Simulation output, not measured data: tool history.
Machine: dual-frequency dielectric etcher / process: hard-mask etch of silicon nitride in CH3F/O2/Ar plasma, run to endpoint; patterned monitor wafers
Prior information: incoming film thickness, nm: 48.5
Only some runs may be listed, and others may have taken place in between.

Run 1, hour 0.0: source power (kW) 0.440, bias power (kW) 0.088. Result: endpoint time (s) 67.021.
Run 2, hour 5.1: source power (kW) 0.410, bias power (kW) 0.088. Result: endpoint time (s) 69.003.
Run 3, hour 6.2: source power (kW) 0.380, bias power (kW) 0.088. Result: endpoint time (s) 69.735.
Run 4, hour 13.2: source power (kW) 0.430, bias power (kW) 0.088. Result: endpoint time (s) 67.415.
Run 5, hour 19.3: source power (kW) 0.390, bias power (kW) 0.088. Result: endpoint time (s) 68.642.
Run 6, hour 20.6: source power (kW) 0.420, bias power (kW) 0.095. Result: endpoint time (s) 64.645.

Predict the results of run 7:
At hour 24.1: source power generator calibrated.
Run 7, hour 24.1: source power (kW) 0.440, bias power (kW) 0.097. Result: endpoint time (s) ?.

{"run 7": {"endpoint time (s)": 62.474}}
